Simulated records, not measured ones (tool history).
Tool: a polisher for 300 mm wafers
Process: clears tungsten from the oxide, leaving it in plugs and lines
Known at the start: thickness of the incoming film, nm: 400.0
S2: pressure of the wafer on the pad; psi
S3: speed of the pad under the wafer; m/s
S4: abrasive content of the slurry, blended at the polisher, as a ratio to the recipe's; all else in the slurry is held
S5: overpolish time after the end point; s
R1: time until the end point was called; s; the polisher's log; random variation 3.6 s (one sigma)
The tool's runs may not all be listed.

{"run": 1, "hour": 0.0, "flow of slurry (ml/min)": 145, "S2": 3.1, "S3": 1.14, "S4": 1, "S5": 20, "R1": 80.245}
{"run": 2, "hour": 3.6, "flow of slurry (ml/min)": 145, "S2": 3.1, "S3": 1.14, "S4": 1, "S5": 20, "R1": 78.59}
{"run": 3, "hour": 7.2, "flow of slurry (ml/min)": 145, "S2": 3.1, "S3": 0.96, "S4": 1, "S5": 20, "R1": 97.262}
{"run": 4, "hour": 12.9, "flow of slurry (ml/min)": 145, "S2": 3.1, "S3": 0.86, "S4": 1, "S5": 20, "R1": 105.37}
{"run": 5, "hour": 14.2, "flow of slurry (ml/min)": 145, "S2": 2.5, "S3": 0.8, "S4": 1, "S5": 20, "R1": 139.19}
{"run": 6, "hour": 15.5, "flow of slurry (ml/min)": 145, "S2": 2.5, "S3": 0.8, "S4": 1.1, "S5": 20, "R1": 136.19}
{"run": 7, "hour": 19.5, "flow of slurry (ml/min)": 145, "S2": 2.1, "S3": 0.78, "S4": 1.1, "S5": 20, "R1": 166.98}
{"run": 8, "hour": 21.2, "flow of slurry (ml/min)": 145, "S2": 1.9, "S3": 0.78, "S4": 1.1, "S5": 20, "R1": 175.79}
{"run": 9, "hour": 22.9, "flow of slurry (ml/min)": 145, "S2": 1.4, "S3": 0.72, "S4": 1.1, "S5": 20, "R1": 257.45}
{"run": 10, "hour": 27.8, "flow of slurry (ml/min)": 145, "S2": 1.4, "S3": 0.72, "S4": 1.1, "S5": 20, "R1": 264.96}

Run 11 comes next. What will it give?
{"run": 11, "hour": 34.5, "flow of slurry (ml/min)": 145, "S2": 2.1, "S3": 0.74, "S4": 1.1, "S5": 20, "R1": "?"}

{"run 11": {"R1": 173.71}}
